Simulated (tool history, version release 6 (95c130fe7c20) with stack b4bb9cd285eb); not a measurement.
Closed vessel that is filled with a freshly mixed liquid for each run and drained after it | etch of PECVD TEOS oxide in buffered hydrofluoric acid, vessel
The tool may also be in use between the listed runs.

| run | hour | temperature setpoint of the liquid (°C) | parts of 40 % ammonium fluoride to one part of 49 % hydrofluoric acid (parts by volume) | time in the liquid (s) | thickness taken off the PECVD TEOS oxide on a monitor wafer (angstrom) |
|---|---|---|---|---|---|
| 1 | 0.0 | 21.0 | 14.0 | 90 | 1347.4 |
| 2 | 7.0 | 23.0 | 12.5 | 90 | 1697.5 |
| 3 | 11.5 | 23.0 | 15.5 | 90 | 1381.6 |
| 4 | 19.4 | 23.0 | 15.5 | 95 | 1435.4 |
| 5 | 28.4 | 24.5 | 14.0 | 95 | 1727.4 |
| 6 | 32.8 | 24.5 | 18.0 | 95 | 1339.9 |
| 7 | 36.7 | 25.5 | 16.0 | 95 | 1625.9 |

The next listed run, before its measurement:
| 8 | 40.7 | 26.5 | 14.5 | 95 | ? |

thickness taken off the PECVD TEOS oxide on a monitor wafer (angstrom): 1866.0

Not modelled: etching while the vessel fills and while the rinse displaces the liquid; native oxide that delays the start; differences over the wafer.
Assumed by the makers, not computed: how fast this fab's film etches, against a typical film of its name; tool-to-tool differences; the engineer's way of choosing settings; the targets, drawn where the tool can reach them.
